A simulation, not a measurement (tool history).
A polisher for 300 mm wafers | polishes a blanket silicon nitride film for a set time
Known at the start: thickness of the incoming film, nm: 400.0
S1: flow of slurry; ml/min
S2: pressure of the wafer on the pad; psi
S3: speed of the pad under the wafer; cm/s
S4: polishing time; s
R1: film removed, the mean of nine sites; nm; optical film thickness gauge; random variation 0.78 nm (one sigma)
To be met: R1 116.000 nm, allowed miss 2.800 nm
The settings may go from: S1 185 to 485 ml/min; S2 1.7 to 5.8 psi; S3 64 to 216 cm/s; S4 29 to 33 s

{"run": 1, "hour": 0.0, "S1": 310, "S2": 3.7, "S3": 140, "S4": 33, "R1": 86.201}
{"run": 2, "hour": 6.3, "S1": 310, "S2": 3.9, "S3": 140, "S4": 33, "R1": 89.489}
{"run": 3, "hour": 9.3, "S1": 310, "S2": 4.7, "S3": 140, "S4": 33, "R1": 106.62}
{"run": 4, "hour": 11.8, "S1": 310, "S2": 4.8, "S3": 140, "S4": 33, "R1": 109.25}
{"run": 5, "hour": 15.1, "S1": 310, "S2": 4.8, "S3": 140, "S4": 33, "R1": 107.38}
{"run": 6, "hour": 21.3, "S1": 235, "S2": 4.8, "S3": 140, "S4": 33, "R1": 105.3}
{"run": 7, "hour": 28.1, "S1": 245, "S2": 4.9, "S3": 140, "S4": 33, "R1": 106.91}
{"run": 8, "hour": 33.5, "S1": 255, "S2": 4.9, "S3": 140, "S4": 33, "R1": 107.97}
{"run": 9, "hour": 34.2, "S1": 265, "S2": 4.9, "S3": 140, "S4": 33, "R1": 108.79}

5 next moves are on the table. One of them brings every result within its allowed miss. Which?
{"run": "A", "hour": 34.9, "S1": 360, "S2": 4.6, "S3": 156, "S4": 33, "R1": "?"}
{"run": "B", "hour": 34.9, "S1": 305, "S2": 5.2, "S3": 148, "S4": 33, "R1": "?"}
{"run": "C", "hour": 34.9, "S1": 295, "S2": 4.2, "S3": 182, "S4": 30, "R1": "?"}
{"run": "D", "hour": 34.9, "S1": 240, "S2": 5.1, "S3": 138, "S4": 32, "R1": "?"}
{"run": "E", "hour": 34.9, "S1": 345, "S2": 4.4, "S3": 162, "S4": 32, "R1": "?"}

move=A R1=115.550
move=B R1=122.110
move=C R1=107.980
move=D R1=107.710
move=E R1=110.680
A: meets every target
B: takes the result that was furthest off past its target
C: further off than the last run
D: further off than the last run
E: nearer than the last run, and not there yet
Move A is the one to make.

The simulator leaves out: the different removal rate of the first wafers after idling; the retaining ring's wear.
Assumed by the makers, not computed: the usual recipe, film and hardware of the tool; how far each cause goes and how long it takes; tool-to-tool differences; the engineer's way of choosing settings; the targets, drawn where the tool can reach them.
